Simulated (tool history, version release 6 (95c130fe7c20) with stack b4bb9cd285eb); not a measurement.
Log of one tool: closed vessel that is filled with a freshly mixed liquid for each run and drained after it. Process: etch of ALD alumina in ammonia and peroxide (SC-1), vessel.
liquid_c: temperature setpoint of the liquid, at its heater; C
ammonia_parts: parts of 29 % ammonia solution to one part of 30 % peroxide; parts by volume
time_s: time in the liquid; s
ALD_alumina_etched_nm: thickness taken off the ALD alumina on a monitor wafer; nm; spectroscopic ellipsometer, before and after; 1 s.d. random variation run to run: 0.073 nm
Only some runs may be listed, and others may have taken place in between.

{"run": 1, "day": 0.0, "liquid_c": 57, "ammonia_parts": 0.45, "time_s": 455, "ALD_alumina_etched_nm": 35.282}
{"run": 2, "day": 0.271, "liquid_c": 56, "ammonia_parts": 0.45, "time_s": 455, "ALD_alumina_etched_nm": 33.357}
{"run": 3, "day": 0.492, "liquid_c": 56, "ammonia_parts": 0.55, "time_s": 455, "ALD_alumina_etched_nm": 34.152}
{"run": 4, "day": 0.838, "liquid_c": 51.5, "ammonia_parts": 0.55, "time_s": 455, "ALD_alumina_etched_nm": 26.997}
{"run": 5, "day": 0.904, "liquid_c": 45.5, "ammonia_parts": 0.55, "time_s": 455, "ALD_alumina_etched_nm": 19.254}
{"run": 6, "day": 1.0, "liquid_c": 41, "ammonia_parts": 0.55, "time_s": 455, "ALD_alumina_etched_nm": 14.769}
{"run": 7, "day": 1.304, "liquid_c": 41, "ammonia_parts": 0.55, "time_s": 455, "ALD_alumina_etched_nm": 14.82}

The next listed run, before its measurement:
{"run": 8, "day": 1.388, "liquid_c": 41.5, "ammonia_parts": 0.55, "time_s": 455, "ALD_alumina_etched_nm": "?"}

{"run 8": {"ALD_alumina_etched_nm": 15.188}}
